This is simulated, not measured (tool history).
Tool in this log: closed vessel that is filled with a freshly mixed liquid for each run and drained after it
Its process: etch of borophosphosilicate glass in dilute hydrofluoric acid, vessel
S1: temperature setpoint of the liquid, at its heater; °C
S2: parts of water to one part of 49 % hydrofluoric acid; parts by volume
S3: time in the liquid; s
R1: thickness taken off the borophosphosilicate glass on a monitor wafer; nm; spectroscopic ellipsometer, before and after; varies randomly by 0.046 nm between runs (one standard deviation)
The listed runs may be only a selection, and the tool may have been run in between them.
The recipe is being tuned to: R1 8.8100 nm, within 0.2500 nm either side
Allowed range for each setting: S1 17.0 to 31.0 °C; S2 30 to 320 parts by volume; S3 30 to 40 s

run	hour	S1	S2	S3	R1
1	0.0	23.0	175	40	11.6090
2	8.6	23.0	125	40	17.2740
3	9.6	23.0	65	40	35.5180
4	15.7	22.0	85	40	25.6680
5	17.6	24.5	85	40	28.2640
6	20.7	24.5	85	40	28.2220
7	24.6	20.5	155	40	12.1650
8	33.3	20.0	160	40	11.5120
9	41.8	19.5	165	40	10.8770

Which of these 4 next moves meets every target?
A	50.3	19.0	150	30	?
B	50.3	22.0	175	30	?
C	50.3	17.0	135	30	?
D	50.3	21.0	195	40	?

move	R1
A	8.9030
B	8.3971
C	9.2341
D	9.4730
A: every result lands within tolerance
B: pushes the last run's worst result past its target
C: closer than the last run, but not yet in spec
D: closer than the last run, but not yet in spec
Go with A: it meets all targets.
